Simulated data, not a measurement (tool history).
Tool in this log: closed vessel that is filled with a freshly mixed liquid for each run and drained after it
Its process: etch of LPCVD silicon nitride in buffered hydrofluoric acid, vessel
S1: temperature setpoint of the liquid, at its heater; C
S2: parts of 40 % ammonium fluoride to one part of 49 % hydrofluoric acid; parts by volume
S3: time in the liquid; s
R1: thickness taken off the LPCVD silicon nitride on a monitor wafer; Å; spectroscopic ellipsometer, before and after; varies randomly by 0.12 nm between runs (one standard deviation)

{"run": 1, "hour": 0.0, "S1": 22.0, "S2": 8.5, "S3": 2620, "R1": 377.83}
{"run": 2, "hour": 4.9, "S1": 22.0, "S2": 6.0, "S3": 2620, "R1": 527.98}
{"run": 3, "hour": 13.1, "S1": 25.5, "S2": 6.0, "S3": 2620, "R1": 643.58}
{"run": 4, "hour": 14.4, "S1": 25.5, "S2": 6.0, "S3": 2620, "R1": 644.86}
{"run": 5, "hour": 21.2, "S1": 23.0, "S2": 7.5, "S3": 2620, "R1": 453.98}
{"run": 6, "hour": 29.8, "S1": 23.0, "S2": 9.0, "S3": 2620, "R1": 376.92}
{"run": 7, "hour": 35.2, "S1": 21.5, "S2": 9.5, "S3": 2620, "R1": 334.57}
{"run": 8, "hour": 39.0, "S1": 20.5, "S2": 10.0, "S3": 2620, "R1": 303.01}
{"run": 9, "hour": 46.5, "S1": 19.5, "S2": 10.5, "S3": 2620, "R1": 276.35}
{"run": 10, "hour": 51.6, "S1": 19.0, "S2": 11.0, "S3": 2620, "R1": 256.88}
{"run": 11, "hour": 56.5, "S1": 18.5, "S2": 11.5, "S3": 2620, "R1": 236.84}
{"run": 12, "hour": 65.2, "S1": 18.0, "S2": 11.5, "S3": 2620, "R1": 231.33}

Run 13 has not been measured yet. What should we expect?
{"run": 13, "hour": 67.0, "S1": 18.0, "S2": 11.5, "S3": 2620, "R1": "?"}

{"run 13": {"R1": 230.96}}
